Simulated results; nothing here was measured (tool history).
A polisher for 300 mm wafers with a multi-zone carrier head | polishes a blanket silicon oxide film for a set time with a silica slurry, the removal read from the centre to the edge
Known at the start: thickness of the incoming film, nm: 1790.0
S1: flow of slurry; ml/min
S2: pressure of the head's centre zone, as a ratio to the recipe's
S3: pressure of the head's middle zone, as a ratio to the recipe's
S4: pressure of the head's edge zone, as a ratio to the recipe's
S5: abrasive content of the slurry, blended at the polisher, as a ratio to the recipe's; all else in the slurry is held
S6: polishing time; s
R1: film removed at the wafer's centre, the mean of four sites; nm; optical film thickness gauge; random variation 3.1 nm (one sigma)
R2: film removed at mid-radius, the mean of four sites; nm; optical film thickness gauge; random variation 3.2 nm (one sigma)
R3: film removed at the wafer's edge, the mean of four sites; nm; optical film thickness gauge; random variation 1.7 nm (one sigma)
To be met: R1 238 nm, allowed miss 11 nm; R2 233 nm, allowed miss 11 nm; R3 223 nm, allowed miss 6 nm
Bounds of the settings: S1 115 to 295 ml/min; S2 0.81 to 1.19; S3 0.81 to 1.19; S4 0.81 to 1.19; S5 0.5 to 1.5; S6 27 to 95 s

run  hour   S1    S2    S3    S4    S5  S6      R1      R2      R3
  1     0  190     1     1     1     1  61  293.22  307.63  315.36
  2   2.4  190  0.94     1     1     1  61  279.84  304.27   313.2
  3   9.1  225  0.94     1     1     1  61  284.04  302.86  319.62
  4  16.3  225  0.94     1     1  0.85  61  263.71   277.6  291.36
     18.5  -- edge zone pressure recalibrated
  5  18.5  225  0.94     1  1.04  0.85  61  262.16  277.86  280.79
  6  22.8  225  0.94     1  1.04  0.85  71  300.08  326.79  326.61
  7  28.8  200     1  0.95  0.94   0.6  62   212.2   206.7  206.06
  8  31.2  210  1.01  0.96  0.94   0.6  62   215.9  211.63  212.94

4 next moves are on the table. One of them brings every result within its allowed miss. Which?
  A  33.6  200  0.92  1.12   0.9  0.55  68   ?   ?   ?
  B  33.6  205  1.04  1.01  0.93   0.5  80   ?   ?   ?
  C  33.6  195   0.9  1.05  0.98   0.9  48   ?   ?   ?
  D  33.6  185  0.97  0.97  0.95   0.7  55   ?   ?   ?

move      R1      R2      R3
   A  202.45  242.62  203.88
   B  244.79  237.32  220.69
   C   204.8   237.7  218.35
   D  210.33  211.95   206.5
A: further off than the last run
B: meets every target
C: further off than the last run
D: further off than the last run
The right move is B.
